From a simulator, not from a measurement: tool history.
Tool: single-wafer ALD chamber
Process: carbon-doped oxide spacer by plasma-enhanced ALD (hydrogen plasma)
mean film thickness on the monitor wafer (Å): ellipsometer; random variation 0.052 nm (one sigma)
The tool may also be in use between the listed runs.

run,hour,heater temperature setpoint (°C),number of ALD cycles (cycles),mean film thickness on the monitor wafer (Å)
1,0,395,631,310.78
2,7.9,395,590,291.75
3,17.5,395,671,332.39
4,21.4,395,738,363.37
5,25,395,662,326.33
6,32.7,395,711,350.39
7,42.7,395,644,317.27

Forecast run 8:
8,50.8,395,597,?

mean film thickness on the monitor wafer (Å): 293.85
